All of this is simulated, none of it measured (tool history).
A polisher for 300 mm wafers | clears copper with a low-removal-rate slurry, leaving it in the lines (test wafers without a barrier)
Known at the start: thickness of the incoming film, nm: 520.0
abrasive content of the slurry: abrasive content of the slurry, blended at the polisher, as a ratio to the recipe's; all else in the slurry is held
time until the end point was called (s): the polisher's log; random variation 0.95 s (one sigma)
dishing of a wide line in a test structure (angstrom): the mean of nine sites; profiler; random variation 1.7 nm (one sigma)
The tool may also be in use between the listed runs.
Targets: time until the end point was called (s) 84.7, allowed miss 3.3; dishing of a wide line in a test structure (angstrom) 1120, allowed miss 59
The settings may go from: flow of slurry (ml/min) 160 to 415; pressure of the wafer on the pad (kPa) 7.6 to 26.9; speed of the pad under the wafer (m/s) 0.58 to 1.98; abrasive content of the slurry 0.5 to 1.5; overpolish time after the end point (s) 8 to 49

run	hour	flow of slurry (ml/min)	pressure of the wafer on the pad (kPa)	speed of the pad under the wafer (m/s)	abrasive content of the slurry	overpolish time after the end point (s)	time until the end point was called (s)	dishing of a wide line in a test structure (angstrom)
1	0	265	17.2	1.28	1	25	128.25	657.89
2	8	265	19.3	1.28	1	27	117.15	754.58
3	11.4	265	21.4	1.28	1	28	104.99	844.19
4	16.8	265	21.4	1.28	0.9	28	108	824.01
5	24.6	265	21.4	1.28	0.7	28	110.98	825.9
6	30.9	265	21.4	1.14	0.7	28	125.02	745.98
7	36.3	265	22.8	1.18	0.7	29	113.65	815.58
8	44.9	265	24.1	1.22	0.7	30	103.56	896.05

5 next moves are on the table. One of them brings every result within its allowed miss. Which?
A	53.5	185	24.1	1.16	0.5	30	?	?
B	53.5	300	21.4	1.08	0.7	22	?	?
C	53.5	245	19.3	1.16	0.85	24	?	?
D	53.5	220	20.7	0.98	0.8	49	?	?
E	53.5	220	26.9	1.44	0.5	33	?	?

move	time until the end point was called (s)	dishing of a wide line in a test structure (angstrom)
A	117.06	815.73
B	129.12	587.3
C	130.87	618.18
D	144.75	973.38
E	85.552	1096.7
A: further off than the last run
B: further off than the last run
C: further off than the last run
D: further off than the last run
E: meets every target
The right move is E.

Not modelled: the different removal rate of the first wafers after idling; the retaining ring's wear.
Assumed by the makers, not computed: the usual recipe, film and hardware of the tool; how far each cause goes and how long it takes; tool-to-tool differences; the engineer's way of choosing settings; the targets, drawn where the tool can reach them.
